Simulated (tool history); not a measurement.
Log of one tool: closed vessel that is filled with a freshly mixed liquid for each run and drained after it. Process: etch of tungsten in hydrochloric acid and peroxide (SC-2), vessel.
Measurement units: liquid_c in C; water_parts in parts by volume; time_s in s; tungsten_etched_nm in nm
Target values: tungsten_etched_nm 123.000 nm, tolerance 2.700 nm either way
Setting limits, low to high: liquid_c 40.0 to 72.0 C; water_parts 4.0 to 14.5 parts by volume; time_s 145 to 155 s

run	hour	liquid_c	water_parts	time_s	tungsten_etched_nm
1	0.0	56.0	8.0	145	79.112
2	0.9	61.0	8.0	145	109.400
3	9.5	62.0	8.0	145	117.240
4	10.6	62.0	10.5	145	93.322
5	17.3	68.0	10.5	145	134.300
6	18.5	68.0	10.5	155	142.850
7	27.6	67.5	10.5	155	138.350
8	35.8	67.5	10.5	155	138.720
9	40.1	67.0	10.5	155	135.200
10	47.0	66.0	10.5	155	127.730

Below are 4 possible settings for the next run. Only one of them brings all results inside the allowed miss of their targets. Which is it?
A	53.9	67.5	11.5	155	?
B	53.9	67.0	10.5	150	?
C	53.9	67.0	11.0	155	?
D	53.9	66.5	11.0	150	?

move	tungsten_etched_nm
A	129.280
B	131.110
C	130.270
D	122.330
A: its largest miss is bigger than the last run's
B: its largest miss is bigger than the last run's
C: its largest miss is bigger than the last run's
D: every result within its allowed miss
The right move is D.

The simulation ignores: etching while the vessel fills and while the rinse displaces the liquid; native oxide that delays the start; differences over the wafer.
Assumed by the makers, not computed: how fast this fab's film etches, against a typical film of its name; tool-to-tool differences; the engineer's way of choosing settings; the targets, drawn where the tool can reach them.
